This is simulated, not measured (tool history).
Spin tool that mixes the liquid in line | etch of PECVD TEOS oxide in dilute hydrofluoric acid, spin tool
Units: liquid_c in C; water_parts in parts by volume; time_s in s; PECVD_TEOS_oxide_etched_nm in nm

run    day  liquid_c  water_parts  time_s  PECVD_TEOS_oxide_etched_nm
  1  0.000      25.0          125     130                      21.530
  2  0.325      23.5          125     130                      20.156
  3  0.554      22.5          125     130                      19.515
  4  0.775      21.5          125     130                      18.880
  5  0.817      21.0          125     130                      18.481
  6  0.988      20.5          125     130                      18.106
  7  1.300      20.0          125     130                      17.938

The next listed run, before its measurement:
  8  1.350      19.5          125     130                           ?

PECVD_TEOS_oxide_etched_nm: 17.555 nm
